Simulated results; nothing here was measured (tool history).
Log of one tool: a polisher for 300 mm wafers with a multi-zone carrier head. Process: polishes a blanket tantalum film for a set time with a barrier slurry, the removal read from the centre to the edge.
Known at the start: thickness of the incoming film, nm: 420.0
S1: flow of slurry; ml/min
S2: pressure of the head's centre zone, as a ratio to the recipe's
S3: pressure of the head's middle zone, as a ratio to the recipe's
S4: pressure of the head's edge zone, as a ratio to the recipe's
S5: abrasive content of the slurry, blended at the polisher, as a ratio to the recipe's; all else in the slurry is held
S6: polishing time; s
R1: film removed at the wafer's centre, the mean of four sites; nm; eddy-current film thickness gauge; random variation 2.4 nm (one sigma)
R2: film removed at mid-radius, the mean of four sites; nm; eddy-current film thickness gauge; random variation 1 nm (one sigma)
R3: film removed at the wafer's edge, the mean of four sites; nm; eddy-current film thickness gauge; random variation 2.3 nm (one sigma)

run    day   S1    S2    S3    S4    S5  S6      R1      R2      R3
  1      0  200     1     1     1     1  87  142.58  141.11  142.66
  2  0.242  200     1  0.94     1     1  87  142.07  134.89  146.22
  3  0.496  230     1  0.94     1     1  87   144.9  136.53  146.55
  4  0.842  230  1.02  0.93  1.02   1.1  88  154.09  140.68  155.63
  5   1.05  230  1.04  0.93  1.04  1.15  88   157.7  142.69  157.58
  6  1.425  180  1.04  0.93  1.04  1.15  88  150.68  138.68  152.06
  7  1.592  195  1.05  0.92  1.06   1.2  89   161.8  140.11  159.42
  8  1.942  250  1.06  0.98  1.16  1.45  90  177.02  162.82  178.77
  9  2.112  250  1.07  0.97  1.16  1.45  91  182.33  161.48  180.33
 10  2.183  250  1.07  0.97  1.16  1.45  91  178.52  163.86  177.11
 11  2.304  245  1.07  0.95  1.16  1.45  92  179.77  161.95  180.74
 12  2.604  245  1.08  0.93  1.16  1.45  93  186.74  161.36  182.91

Forecast run 13:
 13  2.671  245  1.08  0.92  1.16  1.45  93   ?   ?   ?

Run 13 gave R1 185.05 nm, R2 159.3 nm, R3 183.15 nm.
